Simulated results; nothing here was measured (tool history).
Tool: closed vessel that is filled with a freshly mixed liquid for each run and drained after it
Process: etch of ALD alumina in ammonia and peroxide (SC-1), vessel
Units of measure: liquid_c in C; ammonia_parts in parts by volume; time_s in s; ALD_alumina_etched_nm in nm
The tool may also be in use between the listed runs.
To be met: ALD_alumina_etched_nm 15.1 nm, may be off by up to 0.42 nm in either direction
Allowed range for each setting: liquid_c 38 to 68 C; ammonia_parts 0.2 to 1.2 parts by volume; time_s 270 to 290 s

| run | hour | liquid_c | ammonia_parts | time_s | ALD_alumina_etched_nm |
|---|---|---|---|---|---|
| 1 | 0 | 52 | 0.8 | 270 | 10.319 |
| 2 | 5.2 | 53.5 | 0.8 | 270 | 11.197 |
| 3 | 9.5 | 53.5 | 1 | 270 | 11.478 |
| 4 | 18.1 | 53.5 | 1 | 290 | 12.134 |
| 5 | 19.3 | 53.5 | 1.2 | 290 | 12.494 |
| 6 | 23.4 | 49 | 1.2 | 290 | 9.727 |
| 7 | 29.6 | 50.5 | 1.2 | 290 | 10.599 |
| 8 | 36 | 51.5 | 1.2 | 290 | 11.227 |
| 9 | 36.7 | 52.5 | 1.2 | 290 | 11.855 |
| 10 | 43.4 | 53.5 | 1.2 | 290 | 12.543 |
| 11 | 48.1 | 54 | 1.2 | 290 | 12.787 |

Of the 5 settings listed for the next run, only one would bring every result within its allowed miss of target. Which one?
| A | 52.8 | 51 | 1 | 270 | ? |
| B | 52.8 | 55.5 | 1.2 | 290 | ? |
| C | 52.8 | 55.5 | 1.2 | 285 | ? |
| D | 52.8 | 53.5 | 1.15 | 275 | ? |
| E | 52.8 | 57 | 1.2 | 290 | ? |

| move | ALD_alumina_etched_nm |
|---|---|
| A | 9.928 |
| B | 13.818 |
| C | 13.58 |
| D | 11.731 |
| E | 14.953 |
A: misses by more than the last run did
B: an improvement on the last run, though not all results are within tolerance
C: an improvement on the last run, though not all results are within tolerance
D: misses by more than the last run did
E: each result inside its tolerance
Go with E: it meets all targets.

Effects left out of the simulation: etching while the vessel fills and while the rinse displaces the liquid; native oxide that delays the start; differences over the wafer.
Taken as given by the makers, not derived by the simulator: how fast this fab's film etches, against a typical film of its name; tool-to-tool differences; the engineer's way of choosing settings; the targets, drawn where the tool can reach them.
